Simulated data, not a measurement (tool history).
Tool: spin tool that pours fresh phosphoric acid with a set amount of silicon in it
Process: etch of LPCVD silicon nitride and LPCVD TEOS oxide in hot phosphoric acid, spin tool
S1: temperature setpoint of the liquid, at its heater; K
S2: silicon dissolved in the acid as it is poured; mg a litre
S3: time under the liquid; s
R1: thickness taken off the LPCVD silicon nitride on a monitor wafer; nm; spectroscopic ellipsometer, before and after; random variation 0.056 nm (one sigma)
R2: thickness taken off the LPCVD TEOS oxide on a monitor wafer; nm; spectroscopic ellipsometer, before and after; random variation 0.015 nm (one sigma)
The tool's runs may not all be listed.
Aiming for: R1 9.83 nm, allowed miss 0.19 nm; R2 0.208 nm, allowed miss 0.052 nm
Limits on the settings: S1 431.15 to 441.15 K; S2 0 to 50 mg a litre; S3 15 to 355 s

run	hour	S1	S2	S3	R1	R2
1	0	436.15	26.5	180	16.151	0.33005
2	5.1	434.65	26.5	180	15.476	0.30138
3	10	434.15	26	170	14.322	0.2769
4	17.9	433.65	25.5	165	13.603	0.23926
5	24	433.65	25.5	100	8.3073	0.16939
6	31.8	434.15	26.5	100	8.4183	0.15668
7	39.5	434.65	27	100	8.5154	0.15835
8	43.6	435.15	27	100	8.7387	0.1604
9	47.6	435.65	26.5	100	8.8438	0.16959
10	55.7	436.15	26.5	100	8.9809	0.17319
11	63.1	436.65	26.5	100	9.1647	0.17599
12	66.2	437.15	26	100	9.262	0.22607
13	67	437.15	27	100	9.162	0.18417
14	75.8	437.65	27	100	9.486	0.2105

Exercise: of the 4 proposed moves below, exactly one satisfies all targets within the stated allowed misses. Which move is it?
A	84.6	436.15	25	110	?	?
B	84.6	437.65	25.5	100	?	?
C	84.6	437.15	9	100	?	?
D	84.6	437.15	24	100	?	?

move	R1	R2
A	9.8995	0.1871
B	9.4564	0.18656
C	9.3019	0.28053
D	9.3019	0.18905
A: meets every target
B: moves away from the targets compared with the last run
C: moves away from the targets compared with the last run
D: moves away from the targets compared with the last run
The right move is A.
